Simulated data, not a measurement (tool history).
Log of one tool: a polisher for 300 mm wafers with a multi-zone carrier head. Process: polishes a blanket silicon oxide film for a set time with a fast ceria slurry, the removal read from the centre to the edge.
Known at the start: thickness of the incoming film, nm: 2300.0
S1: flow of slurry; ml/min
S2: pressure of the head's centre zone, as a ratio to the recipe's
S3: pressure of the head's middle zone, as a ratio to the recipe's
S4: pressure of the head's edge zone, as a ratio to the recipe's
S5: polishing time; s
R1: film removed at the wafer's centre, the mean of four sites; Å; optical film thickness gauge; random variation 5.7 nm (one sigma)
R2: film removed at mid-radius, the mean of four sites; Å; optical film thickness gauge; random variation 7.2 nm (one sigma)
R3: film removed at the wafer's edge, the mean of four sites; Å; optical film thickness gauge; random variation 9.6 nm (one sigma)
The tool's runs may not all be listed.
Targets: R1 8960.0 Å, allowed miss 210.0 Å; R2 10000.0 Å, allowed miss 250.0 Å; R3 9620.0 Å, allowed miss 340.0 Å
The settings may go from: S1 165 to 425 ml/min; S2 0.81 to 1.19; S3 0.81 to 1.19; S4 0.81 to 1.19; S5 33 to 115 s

{"run": 1, "hour": 0.0, "S1": 275, "S2": 1.0, "S3": 1.0, "S4": 1.0, "S5": 73, "R1": 7708.2, "R2": 7642.3, "R3": 7874.1}
{"run": 2, "hour": 8.8, "S1": 275, "S2": 1.0, "S3": 1.0, "S4": 1.07, "S5": 73, "R1": 7734.9, "R2": 7790.7, "R3": 8016.1}
{"run": 3, "hour": 13.5, "S1": 245, "S2": 1.0, "S3": 1.0, "S4": 1.07, "S5": 73, "R1": 7607.2, "R2": 7730.9, "R3": 7918.5}
{"run": 4, "hour": 21.5, "S1": 270, "S2": 1.0, "S3": 1.02, "S4": 1.1, "S5": 75, "R1": 7928.4, "R2": 8064.3, "R3": 8505.4}
{"run": 5, "hour": 29.8, "S1": 270, "S2": 0.97, "S3": 1.02, "S4": 1.1, "S5": 75, "R1": 7676.8, "R2": 8095.1, "R3": 8433.1}
{"run": 6, "hour": 38.5, "S1": 270, "S2": 1.03, "S3": 1.02, "S4": 1.1, "S5": 75, "R1": 8168.4, "R2": 8043.8, "R3": 8378.0}
{"run": 7, "hour": 41.5, "S1": 275, "S2": 1.03, "S3": 1.06, "S4": 1.11, "S5": 77, "R1": 8365.3, "R2": 8684.8, "R3": 8645.8}
{"run": 8, "hour": 45.8, "S1": 295, "S2": 1.03, "S3": 1.08, "S4": 1.13, "S5": 78, "R1": 8620.2, "R2": 8968.1, "R3": 8963.9}
{"run": 9, "hour": 48.9, "S1": 310, "S2": 1.03, "S3": 1.1, "S4": 1.14, "S5": 78, "R1": 8609.8, "R2": 9165.2, "R3": 9038.5}
{"run": 10, "hour": 54.5, "S1": 320, "S2": 1.03, "S3": 1.12, "S4": 1.15, "S5": 78, "R1": 8674.5, "R2": 9298.2, "R3": 9154.2}
{"run": 11, "hour": 62.1, "S1": 330, "S2": 1.03, "S3": 1.14, "S4": 1.16, "S5": 78, "R1": 8666.3, "R2": 9443.8, "R3": 8878.4}
{"run": 12, "hour": 69.9, "S1": 325, "S2": 1.02, "S3": 1.14, "S4": 1.17, "S5": 79, "R1": 8703.7, "R2": 9603.3, "R3": 9271.9}
{"run": 13, "hour": 74.1, "S1": 330, "S2": 1.02, "S3": 1.14, "S4": 1.18, "S5": 79, "R1": 8699.9, "R2": 9460.5, "R3": 9112.1}

4 next moves are on the table. One of them brings every result within its allowed miss. Which?
{"run": "A", "hour": 78.3, "S1": 300, "S2": 0.95, "S3": 1.07, "S4": 1.03, "S5": 88, "R1": "?", "R2": "?", "R3": "?"}
{"run": "B", "hour": 78.3, "S1": 245, "S2": 1.06, "S3": 1.05, "S4": 1.1, "S5": 86, "R1": "?", "R2": "?", "R3": "?"}
{"run": "C", "hour": 78.3, "S1": 355, "S2": 1.04, "S3": 1.17, "S4": 1.19, "S5": 72, "R1": "?", "R2": "?", "R3": "?"}
{"run": "D", "hour": 78.3, "S1": 310, "S2": 0.92, "S3": 1.11, "S4": 1.19, "S5": 84, "R1": "?", "R2": "?", "R3": "?"}

move=A R1=8944.0 R2=9985.6 R3=9591.9
move=B R1=9510.4 R2=9375.7 R3=9519.1
move=C R1=8163.3 R2=8955.0 R3=8535.7
move=D R1=8298.3 R2=9867.4 R3=9871.7
A: meets every target
B: further off than the last run
C: further off than the last run
D: brings the result that was furthest off to its target, and leaves another outside
The right move is A.

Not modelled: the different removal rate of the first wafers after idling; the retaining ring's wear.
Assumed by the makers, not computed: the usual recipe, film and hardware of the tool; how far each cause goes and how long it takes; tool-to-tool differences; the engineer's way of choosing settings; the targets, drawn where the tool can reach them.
